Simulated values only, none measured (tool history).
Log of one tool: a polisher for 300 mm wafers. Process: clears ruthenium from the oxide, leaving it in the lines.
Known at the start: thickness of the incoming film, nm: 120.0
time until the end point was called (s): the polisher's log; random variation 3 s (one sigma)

run	day	flow of slurry (ml/min)	pressure of the wafer on the pad (psi)	speed of the pad under the wafer (cm/s)	overpolish time after the end point (s)	time until the end point was called (s)
1	0	275	2.5	100	40	87.463
2	0.05	310	2.5	100	40	87.703
3	0.108	310	2.2	96	40	103.2
4	0.462	310	2	94	40	113.3
5	0.608	310	1.8	92	40	129.27
6	0.958	310	1.7	92	40	137.61
7	1.021	310	1.6	92	40	145.61

Run 8 comes next. What will it give?
8	1.296	310	1.5	92	40	?

time until the end point was called (s): 156.07
